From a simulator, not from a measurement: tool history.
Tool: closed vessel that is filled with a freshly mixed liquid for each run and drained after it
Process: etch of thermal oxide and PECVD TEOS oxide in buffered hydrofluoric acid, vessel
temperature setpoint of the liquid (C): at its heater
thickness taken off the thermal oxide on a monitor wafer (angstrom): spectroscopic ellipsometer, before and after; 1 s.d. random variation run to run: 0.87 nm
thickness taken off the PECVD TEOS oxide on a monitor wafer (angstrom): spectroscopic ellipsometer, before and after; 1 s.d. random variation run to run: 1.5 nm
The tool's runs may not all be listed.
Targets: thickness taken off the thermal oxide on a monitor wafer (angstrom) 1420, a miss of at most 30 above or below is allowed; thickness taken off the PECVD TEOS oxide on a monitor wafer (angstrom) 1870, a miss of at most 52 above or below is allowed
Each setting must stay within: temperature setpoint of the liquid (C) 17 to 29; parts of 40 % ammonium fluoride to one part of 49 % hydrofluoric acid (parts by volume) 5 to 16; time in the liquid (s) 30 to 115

run	hour	temperature setpoint of the liquid (C)	parts of 40 % ammonium fluoride to one part of 49 % hydrofluoric acid (parts by volume)	time in the liquid (s)	thickness taken off the thermal oxide on a monitor wafer (angstrom)	thickness taken off the PECVD TEOS oxide on a monitor wafer (angstrom)
1	0	21	9.5	60	603.42	794.59
2	7.2	22	9	60	663.55	878.93
3	11.9	19.5	9	60	572.91	762.86
4	18.2	19.5	7	60	758.94	983.1
5	21.9	21	7	60	822.19	1085.5
6	30.8	22	7	60	875.16	1148.5
7	36.6	23	7	60	917.37	1201.8
8	42.2	24	7	60	955.17	1269.2
9	46.6	24.5	7	60	1001.9	1325.3
10	49.4	24.5	7	60	998.39	1319.3
11	56.8	25	7	60	1009.3	1350.9
12	60.7	29	5	60	1705.9	2231.8
13	66.2	28.5	5	60	1637.2	2156.5
14	71.2	28	5	60	1608.1	2114.6
15	72.5	25	5	60	1346.6	1796

4 candidate next runs follow, results not yet known. Just one meets every target within its allowed miss. Identify it.
A	73.8	22.5	5.5	70	?	?
B	73.8	24.5	7	80	?	?
C	73.8	27.5	5	55	?	?
D	73.8	27.5	10.5	100	?	?

move	thickness taken off the thermal oxide on a monitor wafer (angstrom)	thickness taken off the PECVD TEOS oxide on a monitor wafer (angstrom)
A	1273.3	1679.7
B	1319.3	1740.2
C	1420.5	1873.8
D	1317.8	1738.4
A: misses by more than the last run did
B: misses by more than the last run did
C: in spec on every target
D: misses by more than the last run did
C meets every target.
